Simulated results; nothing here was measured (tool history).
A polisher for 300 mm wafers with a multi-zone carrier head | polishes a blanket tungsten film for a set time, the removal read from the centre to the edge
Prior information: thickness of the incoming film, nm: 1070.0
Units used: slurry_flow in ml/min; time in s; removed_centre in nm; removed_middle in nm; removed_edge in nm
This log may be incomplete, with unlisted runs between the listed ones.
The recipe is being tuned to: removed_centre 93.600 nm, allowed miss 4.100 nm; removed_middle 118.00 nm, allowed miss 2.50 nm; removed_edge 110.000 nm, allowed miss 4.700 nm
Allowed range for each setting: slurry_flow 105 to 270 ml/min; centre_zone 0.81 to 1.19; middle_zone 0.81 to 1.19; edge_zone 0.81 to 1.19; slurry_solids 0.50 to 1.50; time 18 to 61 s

{"run": 1, "hour": 0.0, "slurry_flow": 175, "centre_zone": 1.0, "middle_zone": 1.0, "edge_zone": 1.0, "slurry_solids": 1.0, "time": 39, "removed_centre": 142.56, "removed_middle": 145.69, "removed_edge": 145.45}
{"run": 2, "hour": 4.8, "slurry_flow": 175, "centre_zone": 1.0, "middle_zone": 1.0, "edge_zone": 1.0, "slurry_solids": 1.0, "time": 44, "removed_centre": 159.86, "removed_middle": 162.81, "removed_edge": 164.2}
{"run": 3, "hour": 13.1, "slurry_flow": 175, "centre_zone": 1.0, "middle_zone": 1.04, "edge_zone": 1.0, "slurry_solids": 1.0, "time": 44, "removed_centre": 160.92, "removed_middle": 167.81, "removed_edge": 167.09}
{"run": 4, "hour": 15.7, "slurry_flow": 175, "centre_zone": 0.96, "middle_zone": 1.04, "edge_zone": 1.0, "slurry_solids": 1.0, "time": 44, "removed_centre": 157.33, "removed_middle": 168.23, "removed_edge": 165.18}
{"run": 5, "hour": 19.7, "slurry_flow": 160, "centre_zone": 0.92, "middle_zone": 1.05, "edge_zone": 1.0, "slurry_solids": 0.9, "time": 42, "removed_centre": 138.23, "removed_middle": 157.19, "removed_edge": 151.77}
{"run": 6, "hour": 23.6, "slurry_flow": 160, "centre_zone": 0.92, "middle_zone": 1.05, "edge_zone": 1.06, "slurry_solids": 0.9, "time": 42, "removed_centre": 137.46, "removed_middle": 158.44, "removed_edge": 156.78}
{"run": 7, "hour": 27.2, "slurry_flow": 150, "centre_zone": 0.89, "middle_zone": 1.04, "edge_zone": 1.03, "slurry_solids": 0.8, "time": 40, "removed_centre": 121.96, "removed_middle": 142.59, "removed_edge": 141.21}
{"run": 8, "hour": 33.8, "slurry_flow": 140, "centre_zone": 0.87, "middle_zone": 1.04, "edge_zone": 1.0, "slurry_solids": 0.75, "time": 39, "removed_centre": 111.44, "removed_middle": 135.42, "removed_edge": 135.6}

Exercise: of the 5 proposed moves below, exactly one satisfies all targets within the stated allowed misses. Which move is it?
{"run": "A", "hour": 40.4, "slurry_flow": 180, "centre_zone": 1.06, "middle_zone": 1.19, "edge_zone": 0.91, "slurry_solids": 1.0, "time": 27, "removed_centre": "?", "removed_middle": "?", "removed_edge": "?"}
{"run": "B", "hour": 40.4, "slurry_flow": 145, "centre_zone": 0.89, "middle_zone": 1.08, "edge_zone": 1.03, "slurry_solids": 0.7, "time": 32, "removed_centre": "?", "removed_middle": "?", "removed_edge": "?"}
{"run": "C", "hour": 40.4, "slurry_flow": 165, "centre_zone": 0.96, "middle_zone": 1.09, "edge_zone": 0.96, "slurry_solids": 0.8, "time": 31, "removed_centre": "?", "removed_middle": "?", "removed_edge": "?"}
{"run": "D", "hour": 40.4, "slurry_flow": 210, "centre_zone": 0.91, "middle_zone": 1.06, "edge_zone": 0.91, "slurry_solids": 0.9, "time": 30, "removed_centre": "?", "removed_middle": "?", "removed_edge": "?"}
{"run": "E", "hour": 40.4, "slurry_flow": 195, "centre_zone": 0.87, "middle_zone": 1.1, "edge_zone": 1.02, "slurry_solids": 0.95, "time": 29, "removed_centre": "?", "removed_middle": "?", "removed_edge": "?"}

move=A removed_centre=106.580 removed_middle=117.87 removed_edge=98.672
move=B removed_centre=94.108 removed_middle=115.00 removed_edge=109.680
move=C removed_centre=103.980 removed_middle=118.20 removed_edge=108.840
move=D removed_centre=102.010 removed_middle=118.97 removed_edge=109.410
move=E removed_centre=94.127 removed_middle=118.71 removed_edge=109.440
A: corrects the largest miss of the last run, while another result sits out of spec
B: takes the result that was furthest off past its target
C: corrects the largest miss of the last run, while another result sits out of spec
D: corrects the largest miss of the last run, while another result sits out of spec
E: every result lands within tolerance
Move E is the one to make.

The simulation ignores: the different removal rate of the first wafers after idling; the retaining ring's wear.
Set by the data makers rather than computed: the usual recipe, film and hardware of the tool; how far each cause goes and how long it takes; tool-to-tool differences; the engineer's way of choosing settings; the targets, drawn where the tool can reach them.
